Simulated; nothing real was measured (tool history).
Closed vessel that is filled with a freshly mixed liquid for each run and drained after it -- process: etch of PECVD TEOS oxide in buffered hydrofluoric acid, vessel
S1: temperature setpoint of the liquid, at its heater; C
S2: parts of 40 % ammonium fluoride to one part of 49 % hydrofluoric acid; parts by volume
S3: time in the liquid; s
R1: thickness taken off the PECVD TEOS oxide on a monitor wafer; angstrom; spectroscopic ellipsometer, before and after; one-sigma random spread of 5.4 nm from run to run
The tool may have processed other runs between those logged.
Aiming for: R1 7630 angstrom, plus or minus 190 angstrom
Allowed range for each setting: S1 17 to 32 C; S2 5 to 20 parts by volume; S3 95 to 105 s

Run 1, hour 0: S1 24 C, S2 12 parts by volume, S3 95 s. Result: R1 2982.9 angstrom.
Run 2, hour 8.3: S1 26.5 C, S2 10 parts by volume, S3 95 s. Result: R1 4080.5 angstrom.
Run 3, hour 12.3: S1 26.5 C, S2 10 parts by volume, S3 95 s. Result: R1 4049.6 angstrom.
Run 4, hour 17.2: S1 26.5 C, S2 10 parts by volume, S3 105 s. Result: R1 4474.1 angstrom.
Run 5, hour 25.6: S1 26.5 C, S2 10 parts by volume, S3 105 s. Result: R1 4518.1 angstrom.
Run 6, hour 28.9: S1 28 C, S2 9 parts by volume, S3 105 s. Result: R1 5172.1 angstrom.
Run 7, hour 35.2: S1 29 C, S2 8 parts by volume, S3 105 s. Result: R1 6198.1 angstrom.
Run 8, hour 41.1: S1 32 C, S2 8 parts by volume, S3 105 s. Result: R1 7352.1 angstrom.

Next run, 4 choices. One meets every target within its allowed miss, the rest don't. Which?
Run A, hour 47: S1 32 C, S2 8.5 parts by volume, S3 105 s. Result: R1 ?.
Run B, hour 47: S1 31.5 C, S2 7.5 parts by volume, S3 105 s. Result: R1 ?.
Run C, hour 47: S1 31 C, S2 6 parts by volume, S3 95 s. Result: R1 ?.
Run D, hour 47: S1 32 C, S2 7 parts by volume, S3 100 s. Result: R1 ?.

move      R1
   A    6885
   B  7680.8
   C  8333.7
   D  8086.1
A: lands further from the targets than the last run did
B: each result inside its tolerance
C: moves the result that the last run missed by most past its target, out the other side
D: moves the result that the last run missed by most past its target, out the other side
The move that meets every target is B.

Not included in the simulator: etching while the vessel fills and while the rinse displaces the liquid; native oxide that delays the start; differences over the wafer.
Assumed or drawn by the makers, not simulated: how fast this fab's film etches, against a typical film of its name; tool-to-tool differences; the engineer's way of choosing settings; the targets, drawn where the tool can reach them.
